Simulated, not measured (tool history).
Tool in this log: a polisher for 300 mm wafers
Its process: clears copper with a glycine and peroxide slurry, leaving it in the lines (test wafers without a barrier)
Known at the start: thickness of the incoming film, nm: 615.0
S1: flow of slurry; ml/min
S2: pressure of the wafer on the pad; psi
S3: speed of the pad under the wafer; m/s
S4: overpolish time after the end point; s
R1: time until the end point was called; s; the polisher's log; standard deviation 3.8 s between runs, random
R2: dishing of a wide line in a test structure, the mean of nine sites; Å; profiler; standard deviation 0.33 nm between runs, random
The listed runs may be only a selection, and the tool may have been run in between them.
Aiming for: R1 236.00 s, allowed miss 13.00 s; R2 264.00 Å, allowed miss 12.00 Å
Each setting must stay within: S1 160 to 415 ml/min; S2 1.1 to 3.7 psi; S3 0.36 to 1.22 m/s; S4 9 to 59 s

run	hour	S1	S2	S3	S4	R1	R2
1	0.0	265	2.4	0.78	30	146.16	609.45
2	5.2	315	2.4	0.78	30	141.74	607.24
3	9.7	315	2.3	0.74	28	151.03	536.44
4	16.6	315	2.2	0.72	27	162.35	518.48
5	20.6	320	2.1	0.70	25	161.51	472.02
6	24.4	255	2.1	0.70	25	173.51	448.84
7	31.3	255	2.0	0.68	24	179.86	429.92
8	32.0	250	1.4	0.50	10	265.11	138.07
9	34.3	245	1.5	0.50	11	244.38	162.45
10	41.3	230	1.9	0.36	25	254.48	330.12
11	47.9	235	1.9	0.38	24	245.72	332.69
12	53.5	240	1.9	0.40	24	240.90	336.21
13	55.3	240	1.9	0.42	24	232.66	349.02
14	64.0	240	1.9	0.42	24	238.81	343.08
# hour 72.4: slurry nozzle cleaned
15	72.4	245	1.8	0.46	11	218.00	180.54
16	79.3	245	1.8	0.46	12	222.68	191.66
17	81.2	245	1.8	0.44	13	228.18	204.02
18	86.5	245	1.8	0.44	14	229.03	218.32
19	91.0	240	1.9	0.40	16	221.23	244.72

5 candidate next runs follow, results not yet known. Just one meets every target within its allowed miss. Identify it.
A	95.5	265	1.6	0.50	20	?	?
B	95.5	190	2.0	0.38	18	?	?
C	95.5	210	1.6	0.36	23	?	?
D	95.5	220	2.0	0.36	21	?	?
E	95.5	240	1.6	0.36	23	?	?

move	R1	R2
A	228.92	288.78
B	231.43	263.15
C	265.49	288.82
D	232.10	301.45
E	261.59	292.62
A: moves the result that the last run missed by most past its target, out the other side
B: every result lands within tolerance
C: moves the result that the last run missed by most past its target, out the other side
D: moves the result that the last run missed by most past its target, out the other side
E: moves the result that the last run missed by most past its target, out the other side
B meets every target.
